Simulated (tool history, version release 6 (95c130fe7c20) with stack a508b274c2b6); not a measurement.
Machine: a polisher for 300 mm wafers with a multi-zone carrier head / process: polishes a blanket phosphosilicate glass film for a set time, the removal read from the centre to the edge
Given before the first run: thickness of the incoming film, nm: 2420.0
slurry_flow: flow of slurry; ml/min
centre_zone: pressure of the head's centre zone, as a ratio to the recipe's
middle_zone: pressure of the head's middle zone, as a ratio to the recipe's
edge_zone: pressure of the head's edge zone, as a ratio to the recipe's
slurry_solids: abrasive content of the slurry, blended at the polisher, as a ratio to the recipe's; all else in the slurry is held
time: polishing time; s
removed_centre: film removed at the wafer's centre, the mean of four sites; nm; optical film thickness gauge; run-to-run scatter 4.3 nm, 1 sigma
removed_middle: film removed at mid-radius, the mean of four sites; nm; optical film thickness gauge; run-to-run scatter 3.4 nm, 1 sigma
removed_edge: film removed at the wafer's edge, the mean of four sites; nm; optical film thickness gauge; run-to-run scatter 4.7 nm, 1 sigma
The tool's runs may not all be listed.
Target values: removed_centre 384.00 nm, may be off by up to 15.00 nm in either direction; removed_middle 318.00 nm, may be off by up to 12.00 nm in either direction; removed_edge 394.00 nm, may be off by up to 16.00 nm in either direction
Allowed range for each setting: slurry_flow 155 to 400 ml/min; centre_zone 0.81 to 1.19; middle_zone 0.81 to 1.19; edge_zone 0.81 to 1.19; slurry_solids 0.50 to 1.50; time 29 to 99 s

| run | hour | slurry_flow | centre_zone | middle_zone | edge_zone | slurry_solids | time | removed_centre | removed_middle | removed_edge |
|---|---|---|---|---|---|---|---|---|---|---|
| 1 | 0.0 | 255 | 1.00 | 1.00 | 1.00 | 1.00 | 64 | 491.50 | 487.94 | 498.09 |
| 2 | 5.1 | 250 | 1.00 | 0.97 | 1.00 | 0.90 | 64 | 474.69 | 459.33 | 478.32 |
| 3 | 7.6 | 250 | 1.00 | 0.97 | 1.00 | 1.10 | 64 | 501.29 | 484.59 | 514.33 |
| 4 | 12.6 | 310 | 1.00 | 0.97 | 1.00 | 1.10 | 64 | 523.46 | 506.08 | 525.48 |
| 5 | 16.2 | 275 | 1.00 | 0.97 | 1.00 | 1.10 | 64 | 512.97 | 496.94 | 524.97 |
| 6 | 21.8 | 325 | 1.00 | 0.97 | 1.00 | 1.10 | 64 | 516.71 | 503.09 | 538.93 |
| 7 | 29.4 | 325 | 1.00 | 0.97 | 1.00 | 1.10 | 64 | 514.25 | 505.28 | 540.71 |
| 8 | 31.9 | 325 | 1.00 | 0.97 | 1.00 | 1.10 | 64 | 526.18 | 510.25 | 539.72 |
| 9 | 38.4 | 315 | 1.00 | 0.94 | 1.01 | 1.00 | 63 | 506.48 | 470.84 | 510.30 |
| 10 | 39.8 | 315 | 1.00 | 0.94 | 1.01 | 1.00 | 63 | 495.56 | 464.75 | 501.38 |
| 11 | 43.0 | 310 | 0.99 | 0.92 | 1.04 | 0.90 | 62 | 463.58 | 430.86 | 483.81 |
| 12 | 46.2 | 305 | 0.99 | 0.90 | 1.05 | 0.85 | 62 | 456.54 | 408.34 | 469.83 |
| 13 | 54.1 | 295 | 0.98 | 0.89 | 1.05 | 0.80 | 62 | 433.06 | 393.60 | 469.51 |
| 14 | 60.3 | 290 | 0.98 | 0.88 | 1.04 | 0.75 | 62 | 414.91 | 388.46 | 448.57 |
| 15 | 68.1 | 290 | 0.98 | 0.88 | 1.04 | 0.75 | 62 | 429.72 | 383.55 | 454.65 |
| 16 | 69.3 | 255 | 0.99 | 0.81 | 0.98 | 0.50 | 61 | 341.19 | 288.24 | 348.62 |

Exactly one of the 5 candidate moves below puts every result within its allowed miss. Which one?
| A | 70.5 | 240 | 0.94 | 1.07 | 0.82 | 0.50 | 54 | ? | ? | ? |
| B | 70.5 | 345 | 0.98 | 0.81 | 1.00 | 0.60 | 61 | ? | ? | ? |
| C | 70.5 | 300 | 0.94 | 0.82 | 0.98 | 0.65 | 57 | ? | ? | ? |
| D | 70.5 | 240 | 1.00 | 0.81 | 1.00 | 0.75 | 43 | ? | ? | ? |
| E | 70.5 | 335 | 0.86 | 0.88 | 1.02 | 0.50 | 55 | ? | ? | ? |

| move | removed_centre | removed_middle | removed_edge |
|---|---|---|---|
| A | 292.65 | 323.26 | 285.99 |
| B | 388.46 | 325.46 | 392.62 |
| C | 356.06 | 314.67 | 373.46 |
| D | 296.99 | 244.65 | 297.62 |
| E | 281.88 | 288.47 | 327.64 |
A: misses by more than the last run did
B: hits every target within its allowed miss
C: an improvement on the last run, though not all results are within tolerance
D: misses by more than the last run did
E: misses by more than the last run did
Correct choice: B, which meets every target
